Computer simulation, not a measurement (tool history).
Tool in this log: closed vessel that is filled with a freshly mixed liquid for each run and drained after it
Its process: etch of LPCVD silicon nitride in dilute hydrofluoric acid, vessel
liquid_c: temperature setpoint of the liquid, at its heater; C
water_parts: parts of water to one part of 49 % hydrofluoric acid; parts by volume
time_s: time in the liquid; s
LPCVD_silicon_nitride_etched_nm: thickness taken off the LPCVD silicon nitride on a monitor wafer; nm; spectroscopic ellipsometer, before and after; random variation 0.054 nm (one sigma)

run,hour,liquid_c,water_parts,time_s,LPCVD_silicon_nitride_etched_nm
1,0.0,23.0,250,3210,6.4917
2,2.7,24.5,250,3210,7.1264
3,4.3,24.5,320,3210,5.5417
4,9.0,24.5,320,3415,5.9553
5,14.6,26.0,315,3415,6.6478
6,17.2,26.0,315,3415,6.6354
7,23.5,27.0,310,3415,7.1441

Run 8, settings as shown, results not yet in. Your forecast:
8,29.6,28.0,305,3415,?

Run 8 measured LPCVD_silicon_nitride_etched_nm 7.7048 nm.
